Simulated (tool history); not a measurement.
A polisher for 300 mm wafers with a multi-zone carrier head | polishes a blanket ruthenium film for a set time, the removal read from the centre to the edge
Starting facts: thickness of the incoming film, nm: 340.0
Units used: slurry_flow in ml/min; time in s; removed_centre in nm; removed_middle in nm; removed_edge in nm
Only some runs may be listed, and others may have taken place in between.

{"run": 1, "hour": 0.0, "slurry_flow": 135, "centre_zone": 1, "middle_zone": 1, "edge_zone": 1, "time": 36, "removed_centre": 71.024, "removed_middle": 70.671, "removed_edge": 66.84}
{"run": 2, "hour": 6.5, "slurry_flow": 135, "centre_zone": 1, "middle_zone": 1.04, "edge_zone": 1, "time": 36, "removed_centre": 71.708, "removed_middle": 71.971, "removed_edge": 66.623}
{"run": 3, "hour": 11.1, "slurry_flow": 125, "centre_zone": 1.01, "middle_zone": 0.97, "edge_zone": 0.99, "time": 32, "removed_centre": 62.205, "removed_middle": 62.138, "removed_edge": 57.851}
{"run": 4, "hour": 17.4, "slurry_flow": 105, "centre_zone": 1.01, "middle_zone": 0.97, "edge_zone": 0.99, "time": 32, "removed_centre": 59.893, "removed_middle": 57.504, "removed_edge": 56.425}
{"run": 5, "hour": 25.0, "slurry_flow": 115, "centre_zone": 1.01, "middle_zone": 0.97, "edge_zone": 0.99, "time": 32, "removed_centre": 62.319, "removed_middle": 59.084, "removed_edge": 57.925}
{"run": 6, "hour": 33.5, "slurry_flow": 105, "centre_zone": 1, "middle_zone": 0.93, "edge_zone": 0.97, "time": 30, "removed_centre": 55.404, "removed_middle": 53.026, "removed_edge": 52.013}
{"run": 7, "hour": 34.1, "slurry_flow": 95, "centre_zone": 1, "middle_zone": 0.89, "edge_zone": 0.97, "time": 29, "removed_centre": 51.829, "removed_middle": 47.888, "removed_edge": 49.479}
{"run": 8, "hour": 38.8, "slurry_flow": 90, "centre_zone": 0.99, "middle_zone": 0.87, "edge_zone": 0.95, "time": 29, "removed_centre": 49.736, "removed_middle": 47.376, "removed_edge": 48.372}
{"run": 9, "hour": 43.6, "slurry_flow": 85, "centre_zone": 1, "middle_zone": 0.85, "edge_zone": 0.95, "time": 28, "removed_centre": 47.095, "removed_middle": 44.769, "removed_edge": 45.711}

What will run 10 give?
{"run": 10, "hour": 48.6, "slurry_flow": 85, "centre_zone": 1.01, "middle_zone": 0.84, "edge_zone": 0.96, "time": 28, "removed_centre": "?", "removed_middle": "?", "removed_edge": "?"}

{"run 10": {"removed_centre": 47.869, "removed_middle": 44.88, "removed_edge": 46.901}}
